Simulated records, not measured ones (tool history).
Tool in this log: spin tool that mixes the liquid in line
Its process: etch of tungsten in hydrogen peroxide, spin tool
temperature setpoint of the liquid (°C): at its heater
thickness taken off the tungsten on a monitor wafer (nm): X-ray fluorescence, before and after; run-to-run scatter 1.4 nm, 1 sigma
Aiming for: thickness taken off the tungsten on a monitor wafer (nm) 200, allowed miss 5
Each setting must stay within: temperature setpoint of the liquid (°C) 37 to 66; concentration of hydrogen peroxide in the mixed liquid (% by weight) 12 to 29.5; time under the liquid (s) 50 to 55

| run | hour | temperature setpoint of the liquid (°C) | concentration of hydrogen peroxide in the mixed liquid (% by weight) | time under the liquid (s) | thickness taken off the tungsten on a monitor wafer (nm) |
|---|---|---|---|---|---|
| 1 | 0 | 53 | 20 | 50 | 125.2 |
| 2 | 7.1 | 53 | 20 | 50 | 123.84 |
| 3 | 8.6 | 53 | 20 | 55 | 136.45 |
| 4 | 11.5 | 54 | 20 | 55 | 145.08 |
| 5 | 18.1 | 54 | 20 | 50 | 133.6 |
| 6 | 27 | 58 | 20 | 50 | 166.98 |
| 7 | 35.2 | 58.5 | 20 | 50 | 173.12 |
| 8 | 43.2 | 59 | 20 | 50 | 176.72 |
| 9 | 47.2 | 59.5 | 20 | 50 | 183.15 |
| 10 | 48.8 | 60.5 | 20 | 50 | 194.89 |

Which single option among these 4 for the next run brings every result within its allowed miss of target? Just one does.
| A | 50.4 | 58 | 24 | 55 | ? |
| B | 50.4 | 58 | 20 | 55 | ? |
| C | 50.4 | 59.5 | 21 | 50 | ? |
| D | 50.4 | 61 | 18 | 50 | ? |

| move | thickness taken off the tungsten on a monitor wafer (nm) |
|---|---|
| A | 201.58 |
| B | 184.02 |
| C | 186.98 |
| D | 188.68 |
A: in spec on every target
B: further off than the last run
C: further off than the last run
D: further off than the last run
Correct choice: A, which meets every target
